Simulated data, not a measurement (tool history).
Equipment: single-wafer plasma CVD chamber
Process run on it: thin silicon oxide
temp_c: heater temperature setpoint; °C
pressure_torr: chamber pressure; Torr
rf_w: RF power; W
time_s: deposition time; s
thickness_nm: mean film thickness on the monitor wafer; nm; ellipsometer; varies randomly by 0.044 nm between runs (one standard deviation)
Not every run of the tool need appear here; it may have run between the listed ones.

run	day	temp_c	pressure_torr	rf_w	time_s	thickness_nm
1	0	380	0.854	240	5.59	10.233
2	0.317	372	0.854	240	5.59	10.256
3	0.362	380	0.854	240	5.59	10.234
4	0.496	380	0.898	240	5.59	10.659
5	0.646	380	0.898	240	5.59	10.557
6	0.988	380	0.94	240	5.59	11.003
7	1.325	380	0.967	240	5.59	11.116
8	1.442	380	0.967	240	5.59	11.144
9	1.617	380	0.992	240	5.59	11.366

Run 10 has not been measured yet. What should we expect?
10	1.85	380	1.01	240	5.59	?

{"run 10": {"thickness_nm": 11.522}}
